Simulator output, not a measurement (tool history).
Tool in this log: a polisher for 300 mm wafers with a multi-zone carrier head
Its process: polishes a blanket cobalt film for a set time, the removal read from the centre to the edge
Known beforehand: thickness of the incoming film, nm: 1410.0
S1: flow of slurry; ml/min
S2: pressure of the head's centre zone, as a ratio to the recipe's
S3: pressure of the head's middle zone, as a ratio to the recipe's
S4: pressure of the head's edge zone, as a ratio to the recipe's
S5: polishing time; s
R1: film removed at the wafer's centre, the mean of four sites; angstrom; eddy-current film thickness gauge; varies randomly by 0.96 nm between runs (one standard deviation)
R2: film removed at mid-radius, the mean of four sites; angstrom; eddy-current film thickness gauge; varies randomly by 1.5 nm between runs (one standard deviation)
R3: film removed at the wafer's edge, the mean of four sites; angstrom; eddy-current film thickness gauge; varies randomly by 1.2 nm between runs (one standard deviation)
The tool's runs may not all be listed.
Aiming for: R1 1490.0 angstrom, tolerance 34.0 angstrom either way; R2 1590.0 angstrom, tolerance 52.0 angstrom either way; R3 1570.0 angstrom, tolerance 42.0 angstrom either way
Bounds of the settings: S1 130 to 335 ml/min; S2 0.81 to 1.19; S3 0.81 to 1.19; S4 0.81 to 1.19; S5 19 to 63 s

run  hour   S1    S2    S3    S4  S5      R1      R2      R3
  1   0.0  215  1.00  1.00  1.00  41  1175.3  1120.3  1159.5
  2   5.2  225  1.00  1.04  1.04  43  1239.9  1229.1  1242.1
  3  12.3  235  1.00  1.06  1.07  45  1292.6  1319.5  1312.3
  4  15.9  235  1.00  1.06  1.07  52  1481.3  1522.0  1514.3
  5  19.3  240  1.00  1.07  1.08  52  1508.9  1511.8  1513.8
  6  26.3  240  0.92  1.07  1.08  52  1394.8  1522.0  1523.4
  7  29.1  255  0.93  1.07  1.09  52  1399.4  1542.2  1549.3
  8  30.7  260  0.94  1.07  1.09  52  1436.3  1559.2  1563.5
  9  37.7  265  0.95  1.07  1.09  52  1437.6  1557.5  1541.4

Pick the move, out of 4, that brings all results within their allowed miss; only one does.
  A  44.7  285  1.00  1.14  1.16  51   ?   ?   ?
  B  44.7  240  0.99  0.95  1.15  56   ?   ?   ?
  C  44.7  260  1.03  1.09  1.09  53   ?   ?   ?
  D  44.7  240  0.92  1.03  1.13  56   ?   ?   ?

move      R1      R2      R3
   A  1498.2  1603.7  1559.8
   B  1597.5  1484.4  1689.9
   C  1588.6  1590.2  1568.6
   D  1484.5  1589.7  1675.1
A: all results land within tolerance of their targets
B: carries the result that was furthest off beyond its target, to the other side
C: carries the result that was furthest off beyond its target, to the other side
D: corrects the largest miss of the last run, while another result sits out of spec
The move that meets every target is A.

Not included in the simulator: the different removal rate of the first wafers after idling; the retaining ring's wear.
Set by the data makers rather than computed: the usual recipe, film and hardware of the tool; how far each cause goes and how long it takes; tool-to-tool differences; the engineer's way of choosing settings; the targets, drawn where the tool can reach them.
